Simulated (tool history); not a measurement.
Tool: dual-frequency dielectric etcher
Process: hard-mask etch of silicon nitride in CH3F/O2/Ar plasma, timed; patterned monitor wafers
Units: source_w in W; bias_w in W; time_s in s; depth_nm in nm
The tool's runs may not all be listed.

run 1 hour=0 | source_w=300 bias_w=83 time_s=142 | depth_nm=81.187
run 2 hour=2 | source_w=290 bias_w=83 time_s=142 | depth_nm=80.648
run 3 hour=10.4 | source_w=280 bias_w=82 time_s=142 | depth_nm=79.598
run 4 hour=14.6 | source_w=280 bias_w=90 time_s=142 | depth_nm=82.174
run 5 hour=18.8 | source_w=270 bias_w=89 time_s=142 | depth_nm=81.045
run 6 hour=22.3 | source_w=260 bias_w=88 time_s=142 | depth_nm=79.11
run 7 hour=29.2 | source_w=250 bias_w=88 time_s=142 | depth_nm=78.778
run 8 hour=30.8 | source_w=190 bias_w=77 time_s=140.5 | depth_nm=67.906

Forecast run 9:
-- hour=37.8 wet clean of the chamber
run 9 hour=37.8 | source_w=200 bias_w=77 time_s=140.5 | depth_nm=?

depth_nm: 73.1 nm
